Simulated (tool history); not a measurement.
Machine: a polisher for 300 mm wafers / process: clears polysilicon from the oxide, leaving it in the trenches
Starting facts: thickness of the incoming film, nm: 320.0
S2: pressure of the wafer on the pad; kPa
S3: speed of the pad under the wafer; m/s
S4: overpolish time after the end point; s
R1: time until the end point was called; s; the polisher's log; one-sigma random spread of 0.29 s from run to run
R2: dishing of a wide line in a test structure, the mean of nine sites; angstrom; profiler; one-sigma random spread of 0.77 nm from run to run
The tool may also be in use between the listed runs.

{"run": 1, "hour": 0.0, "flow of slurry (ml/min)": 240, "S2": 20.0, "S3": 1.06, "S4": 9, "R1": 17.653, "R2": 453.51}
{"run": 2, "hour": 8.3, "flow of slurry (ml/min)": 210, "S2": 20.0, "S3": 1.06, "S4": 9, "R1": 17.718, "R2": 458.65}
{"run": 3, "hour": 10.1, "flow of slurry (ml/min)": 210, "S2": 20.0, "S3": 1.06, "S4": 11, "R1": 17.86, "R2": 464.2}
{"run": 4, "hour": 11.5, "flow of slurry (ml/min)": 210, "S2": 23.4, "S3": 1.06, "S4": 11, "R1": 15.406, "R2": 465.11}
{"run": 5, "hour": 12.3, "flow of slurry (ml/min)": 210, "S2": 23.4, "S3": 1.32, "S4": 11, "R1": 13.015, "R2": 485.19}
{"run": 6, "hour": 19.0, "flow of slurry (ml/min)": 210, "S2": 20.0, "S3": 1.24, "S4": 11, "R1": 15.342, "R2": 490.85}
{"run": 7, "hour": 24.0, "flow of slurry (ml/min)": 210, "S2": 20.0, "S3": 1.24, "S4": 11, "R1": 15.639, "R2": 474.31}

Predict the results of run 8:
{"hour": 28.2, "done": "head pressure recalibrated"}
{"run": 8, "hour": 28.2, "flow of slurry (ml/min)": 210, "S2": 17.2, "S3": 1.16, "S4": 11, "R1": "?", "R2": "?"}

Run 8 gave R1 19.887 s, R2 464.57 angstrom.

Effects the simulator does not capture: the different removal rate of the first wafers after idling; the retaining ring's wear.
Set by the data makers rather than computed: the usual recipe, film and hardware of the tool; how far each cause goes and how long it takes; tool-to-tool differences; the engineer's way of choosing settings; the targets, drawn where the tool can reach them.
